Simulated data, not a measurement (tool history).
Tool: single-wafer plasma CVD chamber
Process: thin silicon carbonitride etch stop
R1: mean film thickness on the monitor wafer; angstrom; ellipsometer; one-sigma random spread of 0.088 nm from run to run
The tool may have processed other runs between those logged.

{"run": 1, "hour": 0.0, "RF power (kW)": 0.175, "deposition time (s)": 26.5, "R1": 153.12}
{"run": 2, "hour": 1.8, "RF power (kW)": 0.175, "deposition time (s)": 30.1, "R1": 174.99}
{"run": 3, "hour": 7.0, "RF power (kW)": 0.19, "deposition time (s)": 30.1, "R1": 180.55}
{"run": 4, "hour": 9.0, "RF power (kW)": 0.19, "deposition time (s)": 33.3, "R1": 202.08}
{"run": 5, "hour": 13.9, "RF power (kW)": 0.2, "deposition time (s)": 33.3, "R1": 207.04}
{"run": 6, "hour": 21.0, "RF power (kW)": 0.195, "deposition time (s)": 33.2, "R1": 203.16}
{"run": 7, "hour": 21.7, "RF power (kW)": 0.19, "deposition time (s)": 33.1, "R1": 199.7}

Predict the results of run 8:
{"run": 8, "hour": 24.4, "RF power (kW)": 0.19, "deposition time (s)": 33.1, "R1": "?"}

{"run 8": {"R1": 198.56}}

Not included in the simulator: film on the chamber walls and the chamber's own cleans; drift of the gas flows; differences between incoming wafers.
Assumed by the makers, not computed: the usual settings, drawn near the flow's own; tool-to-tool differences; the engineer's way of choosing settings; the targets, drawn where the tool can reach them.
